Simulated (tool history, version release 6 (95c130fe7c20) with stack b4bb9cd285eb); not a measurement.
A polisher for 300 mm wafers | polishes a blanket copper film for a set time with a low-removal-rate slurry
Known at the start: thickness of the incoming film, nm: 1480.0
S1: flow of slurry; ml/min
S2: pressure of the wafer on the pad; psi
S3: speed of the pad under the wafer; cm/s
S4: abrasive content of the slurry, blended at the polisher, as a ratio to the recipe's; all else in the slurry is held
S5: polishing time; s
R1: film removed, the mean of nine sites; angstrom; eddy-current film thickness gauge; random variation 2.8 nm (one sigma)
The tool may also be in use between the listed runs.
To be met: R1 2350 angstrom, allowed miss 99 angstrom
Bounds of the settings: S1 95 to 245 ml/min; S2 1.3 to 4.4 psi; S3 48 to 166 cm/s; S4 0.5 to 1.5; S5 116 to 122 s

{"run": 1, "day": 0.0, "S1": 155, "S2": 2.8, "S3": 106, "S4": 1, "S5": 116, "R1": 3119.4}
{"run": 2, "day": 0.121, "S1": 155, "S2": 2.6, "S3": 106, "S4": 1, "S5": 116, "R1": 3007.8}
{"run": 3, "day": 0.296, "S1": 155, "S2": 2.6, "S3": 96, "S4": 1, "S5": 116, "R1": 2696}
{"run": 4, "day": 0.658, "S1": 130, "S2": 2.6, "S3": 96, "S4": 1, "S5": 116, "R1": 2610.8}
{"run": 5, "day": 1.021, "S1": 130, "S2": 2.6, "S3": 96, "S4": 1.15, "S5": 116, "R1": 2690.4}
{"run": 6, "day": 1.221, "S1": 130, "S2": 2.5, "S3": 96, "S4": 1.15, "S5": 116, "R1": 2591.9}
{"run": 7, "day": 1.275, "S1": 130, "S2": 2.5, "S3": 96, "S4": 1.15, "S5": 116, "R1": 2568.9}
{"run": 8, "day": 1.429, "S1": 130, "S2": 2.4, "S3": 96, "S4": 1.15, "S5": 116, "R1": 2468.5}

5 next moves are on the table. One of them brings every result within its allowed miss. Which?
{"run": "A", "day": 1.583, "S1": 155, "S2": 2.9, "S3": 70, "S4": 1.3, "S5": 121, "R1": "?"}
{"run": "B", "day": 1.583, "S1": 160, "S2": 2.2, "S3": 108, "S4": 0.9, "S5": 116, "R1": "?"}
{"run": "C", "day": 1.583, "S1": 135, "S2": 2.2, "S3": 106, "S4": 1.3, "S5": 120, "R1": "?"}
{"run": "D", "day": 1.583, "S1": 175, "S2": 2.6, "S3": 84, "S4": 1.4, "S5": 116, "R1": "?"}
{"run": "E", "day": 1.583, "S1": 130, "S2": 2.1, "S3": 114, "S4": 1.3, "S5": 118, "R1": "?"}

move=A R1=2383.4
move=B R1=2539.3
move=C R1=2647.7
move=D R1=2525.7
move=E R1=2656.1
A: meets every target
B: further off than the last run
C: further off than the last run
D: further off than the last run
E: further off than the last run
The right move is A.
